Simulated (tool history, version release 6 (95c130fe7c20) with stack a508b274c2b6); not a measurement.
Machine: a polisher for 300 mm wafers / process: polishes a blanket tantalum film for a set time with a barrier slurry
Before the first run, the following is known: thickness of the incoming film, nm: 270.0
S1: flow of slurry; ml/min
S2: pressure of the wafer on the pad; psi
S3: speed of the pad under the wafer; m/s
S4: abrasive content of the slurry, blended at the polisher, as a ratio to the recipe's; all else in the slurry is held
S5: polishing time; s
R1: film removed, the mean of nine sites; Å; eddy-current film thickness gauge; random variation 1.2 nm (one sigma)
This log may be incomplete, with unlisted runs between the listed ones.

run,hour,S1,S2,S3,S4,S5,R1
1,0,175,2,1.26,1,49,983.06
2,5.9,140,2,1.26,1,49,940.51
3,12.7,150,2.2,1.26,1,49,1028
4,14.5,160,2.4,1.28,1,49,1137.5
5,18.9,160,2.4,1.06,1,49,985.88
6,27.3,170,2.5,1.12,1,49,1077.9

What will run 7 give?
7,31.8,175,2.6,1.18,1,49,?

{"run 7": {"R1": 1171.5}}
